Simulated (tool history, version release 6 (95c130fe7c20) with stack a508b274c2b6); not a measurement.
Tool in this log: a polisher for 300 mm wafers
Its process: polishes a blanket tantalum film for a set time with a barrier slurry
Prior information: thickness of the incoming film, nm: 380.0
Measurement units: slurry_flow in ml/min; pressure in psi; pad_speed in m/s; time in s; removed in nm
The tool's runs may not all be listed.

Run 1, hour 0.0: slurry_flow 280 ml/min, pressure 2.3 psi, pad_speed 1.26 m/s, slurry_solids 1.0, time 18 s. Result: removed 39.590 nm.
Run 2, hour 2.3: slurry_flow 280 ml/min, pressure 2.3 psi, pad_speed 1.26 m/s, slurry_solids 1.0, time 15 s. Result: removed 33.023 nm.
Run 3, hour 3.2: slurry_flow 280 ml/min, pressure 2.5 psi, pad_speed 1.28 m/s, slurry_solids 1.0, time 15 s. Result: removed 36.814 nm.
Run 4, hour 8.4: slurry_flow 280 ml/min, pressure 2.6 psi, pad_speed 1.30 m/s, slurry_solids 1.0, time 15 s. Result: removed 38.525 nm.
At hour 15.5: head pressure recalibrated.
Run 5, hour 15.5: slurry_flow 280 ml/min, pressure 2.6 psi, pad_speed 1.30 m/s, slurry_solids 1.0, time 15 s. Result: removed 41.979 nm.
Run 6, hour 21.5: slurry_flow 280 ml/min, pressure 2.6 psi, pad_speed 1.30 m/s, slurry_solids 1.0, time 15 s. Result: removed 41.508 nm.
Run 7, hour 23.1: slurry_flow 280 ml/min, pressure 2.7 psi, pad_speed 1.30 m/s, slurry_solids 1.0, time 15 s. Result: removed 43.377 nm.

Estimate the outcome of run 8 from the log above:
Run 8, hour 30.4: slurry_flow 280 ml/min, pressure 2.8 psi, pad_speed 1.30 m/s, slurry_solids 1.0, time 15 s. Result: removed ?.

{"run 8": {"removed": 44.252}}
